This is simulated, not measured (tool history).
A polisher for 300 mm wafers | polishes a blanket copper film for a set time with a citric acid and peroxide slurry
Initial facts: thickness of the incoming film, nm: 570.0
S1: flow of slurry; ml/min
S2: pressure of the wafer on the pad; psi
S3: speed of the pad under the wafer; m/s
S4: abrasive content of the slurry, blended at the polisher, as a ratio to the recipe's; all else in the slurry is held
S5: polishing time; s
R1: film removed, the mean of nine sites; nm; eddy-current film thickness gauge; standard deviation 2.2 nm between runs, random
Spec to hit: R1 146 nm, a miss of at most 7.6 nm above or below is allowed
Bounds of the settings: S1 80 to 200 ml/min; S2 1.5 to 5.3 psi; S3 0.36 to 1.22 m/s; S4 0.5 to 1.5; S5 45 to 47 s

| run | hour | S1 | S2 | S3 | S4 | S5 | R1 |
|---|---|---|---|---|---|---|---|
| 1 | 0 | 130 | 3.4 | 0.78 | 1 | 45 | 79.224 |
| 2 | 7.4 | 130 | 4.1 | 0.78 | 1 | 45 | 93.762 |
| 3 | 10.3 | 130 | 4.1 | 0.78 | 1 | 47 | 98.998 |
| 4 | 15.3 | 130 | 4.1 | 0.78 | 0.85 | 47 | 94.317 |
| 5 | 17.2 | 130 | 4.1 | 0.78 | 0.85 | 45 | 92.243 |
| 6 | 17.8 | 115 | 4.1 | 0.78 | 0.85 | 45 | 85.797 |
| 7 | 22.3 | 125 | 4.3 | 0.78 | 0.85 | 45 | 95.403 |
| 8 | 28.7 | 130 | 4.5 | 0.78 | 0.85 | 45 | 97.624 |
| 9 | 35.5 | 130 | 4.5 | 0.78 | 0.85 | 45 | 99.298 |
| 10 | 37.7 | 135 | 4.6 | 0.8 | 0.85 | 45 | 104.42 |
| 11 | 43.4 | 135 | 4.7 | 0.82 | 0.85 | 45 | 113.77 |
| 12 | 44.8 | 140 | 5.3 | 0.86 | 0.85 | 45 | 130 |
| 13 | 48.2 | 140 | 5.3 | 0.88 | 0.85 | 45 | 131.55 |
| 14 | 53.4 | 140 | 5.3 | 0.9 | 0.85 | 45 | 136.23 |
| 15 | 57.1 | 140 | 5.3 | 0.9 | 0.85 | 45 | 133.61 |

Pick the move, out of 4, that brings all results within their allowed miss; only one does.
| A | 60.8 | 165 | 5.3 | 0.88 | 0.85 | 47 | ? |
| B | 60.8 | 125 | 5.3 | 0.86 | 0.85 | 46 | ? |
| C | 60.8 | 145 | 4.8 | 0.86 | 1.2 | 45 | ? |
| D | 60.8 | 120 | 5.1 | 0.9 | 1.1 | 45 | ? |

| move | R1 |
|---|---|
| A | 142.77 |
| B | 129.43 |
| C | 125.93 |
| D | 132.1 |
A: hits every target within its allowed miss
B: moves away from the targets compared with the last run
C: moves away from the targets compared with the last run
D: moves away from the targets compared with the last run
Move A is the one to make.
